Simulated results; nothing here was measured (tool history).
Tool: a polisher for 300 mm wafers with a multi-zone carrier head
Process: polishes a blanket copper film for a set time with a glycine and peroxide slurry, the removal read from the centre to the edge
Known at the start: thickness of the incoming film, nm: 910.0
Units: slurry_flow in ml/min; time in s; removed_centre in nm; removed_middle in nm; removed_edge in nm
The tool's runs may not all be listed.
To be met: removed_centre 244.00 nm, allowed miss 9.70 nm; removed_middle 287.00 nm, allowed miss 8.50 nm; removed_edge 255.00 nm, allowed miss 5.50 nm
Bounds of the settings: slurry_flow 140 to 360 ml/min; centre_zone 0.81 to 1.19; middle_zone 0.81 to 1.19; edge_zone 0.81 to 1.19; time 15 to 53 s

run,hour,slurry_flow,centre_zone,middle_zone,edge_zone,time,removed_centre,removed_middle,removed_edge
1,0.0,230,1.00,1.00,1.00,34,202.61,197.04,197.81
2,4.5,235,1.00,1.02,1.01,35,209.73,208.28,204.36
3,6.6,270,1.00,1.02,1.01,35,204.69,211.87,206.26
4,11.5,270,1.00,1.02,0.96,35,208.62,208.85,201.28
5,17.1,270,1.08,1.02,0.96,35,225.11,210.95,202.65
6,24.5,270,1.08,1.02,0.96,39,249.95,236.11,223.70
7,28.2,275,1.08,1.03,0.98,39,251.65,235.82,227.76
8,29.2,280,1.07,1.05,0.99,39,251.49,241.36,227.25
9,36.5,285,1.06,1.06,1.01,39,253.74,243.39,230.49
10,44.7,290,1.04,1.07,1.02,39,247.91,245.17,231.46
11,51.1,295,1.02,1.08,1.03,39,238.51,246.47,232.39

5 next moves are on the table. One of them brings every result within its allowed miss. Which?
A,57.5,360,0.85,1.19,0.99,46,?,?,?
B,57.5,300,1.02,0.86,1.19,39,?,?,?
C,57.5,360,0.95,1.16,1.08,42,?,?,?
D,57.5,300,0.98,0.88,1.08,41,?,?,?
E,57.5,255,1.03,1.02,0.98,40,?,?,?

move,removed_centre,removed_middle,removed_edge
A,241.66,324.81,272.77
B,241.79,206.05,246.82
C,246.79,289.91,257.49
D,244.18,220.84,249.54
E,246.80,240.32,231.73
A: takes the result that was furthest off past its target
B: further off than the last run
C: meets every target
D: further off than the last run
E: further off than the last run
The right move is C.
